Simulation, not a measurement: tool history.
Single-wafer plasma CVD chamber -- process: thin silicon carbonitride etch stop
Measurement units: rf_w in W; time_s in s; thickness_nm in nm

| run | day | rf_w | time_s | thickness_nm |
|---|---|---|---|---|
| 1 | 0 | 240 | 14.3 | 8.7881 |
| 2 | 0.346 | 225 | 14 | 8.467 |
| 3 | 0.471 | 215 | 13.7 | 8.186 |
| 4 | 0.762 | 215 | 14.6 | 8.7522 |
| 5 | 1.017 | 215 | 15.8 | 9.4361 |
| 6 | 1.121 | 205 | 15.2 | 8.9936 |
| 7 | 1.179 | 200 | 14.7 | 8.6208 |
| 8 | 1.212 | 165 | 12.4 | 6.9411 |

What will run 9 give?
| 9 | 1.458 | 165 | 12.4 | ? |

{"run 9": {"thickness_nm": 6.9355}}
